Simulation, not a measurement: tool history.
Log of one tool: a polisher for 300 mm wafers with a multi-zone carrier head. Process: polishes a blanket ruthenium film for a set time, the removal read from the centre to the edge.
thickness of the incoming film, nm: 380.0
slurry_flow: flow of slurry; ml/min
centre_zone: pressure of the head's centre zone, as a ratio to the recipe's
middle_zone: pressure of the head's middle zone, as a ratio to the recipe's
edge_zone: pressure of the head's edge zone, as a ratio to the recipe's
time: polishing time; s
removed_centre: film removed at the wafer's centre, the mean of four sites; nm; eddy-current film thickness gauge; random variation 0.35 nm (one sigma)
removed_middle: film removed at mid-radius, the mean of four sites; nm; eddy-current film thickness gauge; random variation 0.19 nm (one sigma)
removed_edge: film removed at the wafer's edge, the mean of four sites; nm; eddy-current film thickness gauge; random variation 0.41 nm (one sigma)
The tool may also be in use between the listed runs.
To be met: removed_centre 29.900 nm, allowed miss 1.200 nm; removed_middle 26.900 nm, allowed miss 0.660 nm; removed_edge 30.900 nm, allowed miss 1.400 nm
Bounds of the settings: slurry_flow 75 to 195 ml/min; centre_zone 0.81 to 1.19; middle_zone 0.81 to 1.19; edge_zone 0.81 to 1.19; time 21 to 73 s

run 1 hour=0.0 | slurry_flow=125 centre_zone=1.00 middle_zone=1.00 edge_zone=1.00 time=47 | removed_centre=41.695 removed_middle=40.480 removed_edge=42.130
run 2 hour=2.1 | slurry_flow=115 centre_zone=0.98 middle_zone=0.95 edge_zone=0.96 time=44 | removed_centre=37.077 removed_middle=35.729 removed_edge=38.761
run 3 hour=9.0 | slurry_flow=110 centre_zone=0.98 middle_zone=0.92 edge_zone=0.93 time=41 | removed_centre=33.748 removed_middle=32.238 removed_edge=35.219
run 4 hour=15.2 | slurry_flow=110 centre_zone=0.98 middle_zone=0.92 edge_zone=0.98 time=41 | removed_centre=34.429 removed_middle=32.206 removed_edge=36.676
run 5 hour=23.8 | slurry_flow=110 centre_zone=0.98 middle_zone=0.92 edge_zone=1.07 time=41 | removed_centre=34.112 removed_middle=32.471 removed_edge=38.130
run 6 hour=28.3 | slurry_flow=110 centre_zone=0.90 middle_zone=0.92 edge_zone=1.07 time=41 | removed_centre=31.080 removed_middle=32.081 removed_edge=38.479
run 7 hour=32.6 | slurry_flow=105 centre_zone=0.93 middle_zone=0.90 edge_zone=1.01 time=40 | removed_centre=30.961 removed_middle=30.385 removed_edge=35.368
run 8 hour=41.2 | slurry_flow=100 centre_zone=0.94 middle_zone=0.88 edge_zone=0.97 time=40 | removed_centre=29.919 removed_middle=29.235 removed_edge=34.049
run 9 hour=43.5 | slurry_flow=95 centre_zone=0.96 middle_zone=0.87 edge_zone=0.94 time=40 | removed_centre=30.166 removed_middle=28.624 removed_edge=33.713
run 10 hour=49.4 | slurry_flow=90 centre_zone=0.98 middle_zone=0.86 edge_zone=0.91 time=40 | removed_centre=31.105 removed_middle=27.796 removed_edge=32.231

Which of these 5 next moves meets every target?
run A hour=55.3 | slurry_flow=75 centre_zone=1.09 middle_zone=0.84 edge_zone=0.86 time=41 | removed_centre=? removed_middle=? removed_edge=?
run B hour=55.3 | slurry_flow=115 centre_zone=0.95 middle_zone=0.82 edge_zone=0.84 time=37 | removed_centre=? removed_middle=? removed_edge=?
run C hour=55.3 | slurry_flow=75 centre_zone=0.87 middle_zone=0.81 edge_zone=0.91 time=45 | removed_centre=? removed_middle=? removed_edge=?
run D hour=55.3 | slurry_flow=95 centre_zone=0.89 middle_zone=0.86 edge_zone=0.89 time=42 | removed_centre=? removed_middle=? removed_edge=?
run E hour=55.3 | slurry_flow=75 centre_zone=0.99 middle_zone=0.81 edge_zone=0.91 time=44 | removed_centre=? removed_middle=? removed_edge=?

move=A removed_centre=31.254 removed_middle=25.532 removed_edge=31.022
move=B removed_centre=29.331 removed_middle=26.363 removed_edge=30.652
move=C removed_centre=27.325 removed_middle=27.251 removed_edge=34.950
move=D removed_centre=29.144 removed_middle=29.318 removed_edge=34.294
move=E removed_centre=30.436 removed_middle=26.628 removed_edge=34.173
A: takes the result that was furthest off past its target
B: meets every target
C: brings the result that was furthest off to its target, and leaves another outside
D: further off than the last run
E: brings the result that was furthest off to its target, and leaves another outside
Move B is the one to make.
